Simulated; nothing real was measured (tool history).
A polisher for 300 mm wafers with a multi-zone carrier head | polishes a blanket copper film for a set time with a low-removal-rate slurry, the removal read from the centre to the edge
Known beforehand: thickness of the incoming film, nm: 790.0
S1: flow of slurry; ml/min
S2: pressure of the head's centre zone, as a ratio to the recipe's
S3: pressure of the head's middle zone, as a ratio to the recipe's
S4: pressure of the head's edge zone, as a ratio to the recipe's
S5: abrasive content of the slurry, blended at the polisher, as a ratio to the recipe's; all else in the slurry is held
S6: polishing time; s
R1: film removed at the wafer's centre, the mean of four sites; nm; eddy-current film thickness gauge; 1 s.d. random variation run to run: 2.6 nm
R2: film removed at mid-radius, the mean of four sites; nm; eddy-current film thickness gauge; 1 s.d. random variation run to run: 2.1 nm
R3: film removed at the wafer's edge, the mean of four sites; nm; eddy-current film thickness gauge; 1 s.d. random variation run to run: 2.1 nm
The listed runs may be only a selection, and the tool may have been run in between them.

run    day   S1    S2    S3    S4    S5  S6      R1      R2      R3
  1  0.000  155  1.00  1.00  1.00  1.00  67  144.40  147.57  147.29
  2  0.342  160  1.02  1.00  1.02  1.10  69  158.76  154.72  158.13
  3  0.471  160  1.02  1.00  1.06  1.10  69  160.38  153.64  160.26
  4  0.608  185  1.02  1.00  1.06  1.10  69  162.86  159.88  163.55
  5  0.662  165  1.02  1.00  1.06  1.10  69  161.90  153.37  162.29
  6  0.762  165  1.02  1.00  1.01  1.10  69  159.31  156.55  155.19

The next listed run, before its measurement:
  7  0.804  170  1.03  1.01  1.04  1.15  70   ?   ?   ?

R1: 165.84 nm
R2: 162.77 nm
R3: 165.78 nm

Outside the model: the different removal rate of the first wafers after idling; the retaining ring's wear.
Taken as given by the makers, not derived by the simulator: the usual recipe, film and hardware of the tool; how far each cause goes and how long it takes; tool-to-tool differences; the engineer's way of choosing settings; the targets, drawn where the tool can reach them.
